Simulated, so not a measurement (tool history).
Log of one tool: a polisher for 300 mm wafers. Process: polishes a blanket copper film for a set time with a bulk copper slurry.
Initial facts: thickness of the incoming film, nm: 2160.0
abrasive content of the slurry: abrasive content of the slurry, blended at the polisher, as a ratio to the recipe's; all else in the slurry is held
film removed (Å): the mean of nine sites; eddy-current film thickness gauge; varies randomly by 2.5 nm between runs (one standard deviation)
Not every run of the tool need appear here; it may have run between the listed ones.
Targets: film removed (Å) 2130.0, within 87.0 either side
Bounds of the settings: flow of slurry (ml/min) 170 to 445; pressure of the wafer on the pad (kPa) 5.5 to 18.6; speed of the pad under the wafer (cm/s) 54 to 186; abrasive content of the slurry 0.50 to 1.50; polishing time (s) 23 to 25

| run | hour | flow of slurry (ml/min) | pressure of the wafer on the pad (kPa) | speed of the pad under the wafer (cm/s) | abrasive content of the slurry | polishing time (s) | film removed (Å) |
|---|---|---|---|---|---|---|---|
| 1 | 0.0 | 285 | 11.7 | 118 | 1.00 | 25 | 1415.1 |
| 2 | 4.7 | 285 | 10.3 | 118 | 1.00 | 25 | 1278.0 |
| 3 | 8.4 | 285 | 10.3 | 118 | 1.00 | 23 | 1180.6 |
| 4 | 10.5 | 285 | 12.4 | 120 | 1.00 | 23 | 1408.5 |
| 5 | 16.4 | 285 | 13.8 | 122 | 1.00 | 23 | 1590.5 |
| 6 | 24.7 | 285 | 13.8 | 122 | 1.00 | 25 | 1780.7 |
| 7 | 26.5 | 285 | 14.5 | 122 | 1.00 | 25 | 1797.0 |
| 8 | 32.2 | 285 | 15.2 | 122 | 1.00 | 25 | 1940.7 |

Which single option among these 4 for the next run brings every result within its allowed miss of target? Just one does.
| A | 37.9 | 330 | 17.9 | 126 | 0.65 | 25 | ? |
| B | 37.9 | 285 | 17.2 | 128 | 1.05 | 25 | ? |
| C | 37.9 | 425 | 17.2 | 126 | 1.05 | 25 | ? |
| D | 37.9 | 285 | 17.9 | 124 | 1.05 | 25 | ? |

| move | film removed (Å) |
|---|---|
| A | 2079.1 |
| B | 2248.4 |
| C | 2288.0 |
| D | 2277.7 |
A: in spec on every target
B: moves the result that the last run missed by most past its target, out the other side
C: moves the result that the last run missed by most past its target, out the other side
D: moves the result that the last run missed by most past its target, out the other side
A meets every target.
